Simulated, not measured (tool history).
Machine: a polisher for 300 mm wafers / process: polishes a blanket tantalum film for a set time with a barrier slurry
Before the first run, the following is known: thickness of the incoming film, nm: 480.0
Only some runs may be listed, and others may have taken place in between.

run	hour	flow of slurry (ml/min)	pressure of the wafer on the pad (kPa)	speed of the pad under the wafer (cm/s)	abrasive content of the slurry	polishing time (s)	film removed (Å)
1	0	260	11.7	98	1	42	692.85
2	1.7	260	11	94	1	42	627.7
3	5.1	220	11	94	1	42	602.33
4	12.8	260	11	94	1	42	617.81
5	20.8	290	11	94	1	42	614.56
6	27.1	290	10.3	90	1	42	560.73
7	29.3	290	10.3	90	1	42	559.12

Estimate the outcome of run 8 from the log above:
8	37.4	290	9.7	88	1	42	?

film removed (Å): 531.55

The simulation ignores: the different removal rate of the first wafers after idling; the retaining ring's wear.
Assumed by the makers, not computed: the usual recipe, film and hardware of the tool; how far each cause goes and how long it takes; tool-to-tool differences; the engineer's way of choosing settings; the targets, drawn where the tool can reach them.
